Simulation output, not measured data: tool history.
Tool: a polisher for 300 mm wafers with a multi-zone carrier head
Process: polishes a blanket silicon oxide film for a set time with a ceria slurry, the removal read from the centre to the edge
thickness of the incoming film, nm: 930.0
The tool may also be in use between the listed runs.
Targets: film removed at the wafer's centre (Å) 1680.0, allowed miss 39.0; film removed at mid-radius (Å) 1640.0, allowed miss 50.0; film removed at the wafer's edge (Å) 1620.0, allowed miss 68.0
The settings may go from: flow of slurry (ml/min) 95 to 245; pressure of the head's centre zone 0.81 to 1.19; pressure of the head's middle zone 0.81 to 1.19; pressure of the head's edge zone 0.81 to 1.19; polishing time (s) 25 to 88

run,day,flow of slurry (ml/min),pressure of the head's centre zone,pressure of the head's middle zone,pressure of the head's edge zone,polishing time (s),film removed at the wafer's centre (Å),film removed at mid-radius (Å),film removed at the wafer's edge (Å)
1,0.000,155,1.00,1.00,1.00,56,2716.5,2669.3,2760.0
2,0.175,155,1.00,1.08,1.00,56,2743.5,2835.8,2758.7
3,0.204,155,1.00,1.06,0.98,53,2575.3,2668.4,2580.7
4,0.371,155,0.97,1.06,0.98,53,2493.1,2668.0,2559.1
5,0.600,155,0.97,1.04,0.96,51,2407.4,2506.3,2406.0
6,0.721,150,0.96,1.02,0.94,50,2335.2,2426.6,2372.6
7,1.046,155,0.96,1.01,0.93,48,2256.7,2315.4,2211.2
8,1.242,155,0.86,0.91,0.83,37,1562.9,1693.4,1692.7
9,1.583,160,0.87,0.91,0.83,37,1584.9,1672.5,1655.2

4 next moves are on the table. One of them brings every result within its allowed miss. Which?
A,1.925,175,0.89,0.90,0.81,36,?,?,?
B,1.925,205,0.93,1.01,0.81,35,?,?,?
C,1.925,135,0.95,0.91,0.81,37,?,?,?
D,1.925,180,0.98,0.90,0.81,36,?,?,?

move,film removed at the wafer's centre (Å),film removed at mid-radius (Å),film removed at the wafer's edge (Å)
A,1590.0,1645.4,1633.4
B,1657.2,1765.5,1612.1
C,1664.8,1632.7,1628.4
D,1760.3,1651.4,1638.4
A: nearer than the last run, and not there yet
B: brings the result that was furthest off to its target, and leaves another outside
C: meets every target
D: takes the result that was furthest off past its target
The right move is C.
